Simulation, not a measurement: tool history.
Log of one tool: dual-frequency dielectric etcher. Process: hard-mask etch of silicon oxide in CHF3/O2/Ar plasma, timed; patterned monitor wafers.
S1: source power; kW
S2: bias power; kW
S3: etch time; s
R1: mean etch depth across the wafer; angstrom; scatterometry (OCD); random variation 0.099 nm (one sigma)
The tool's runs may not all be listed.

run,day,S1,S2,S3,R1
1,0.000,0.490,0.129,22.5,366.33
2,0.029,0.490,0.129,22.5,364.71
3,0.062,0.460,0.128,22.5,353.44
4,0.146,0.440,0.128,22.5,346.19
5,0.233,0.440,0.141,22.5,356.45
6,0.412,0.420,0.141,22.5,348.59
7,0.504,0.400,0.141,22.5,340.47

Forecast run 8:
8,0.554,0.390,0.141,22.5,?

{"run 8": {"R1": 335.77}}
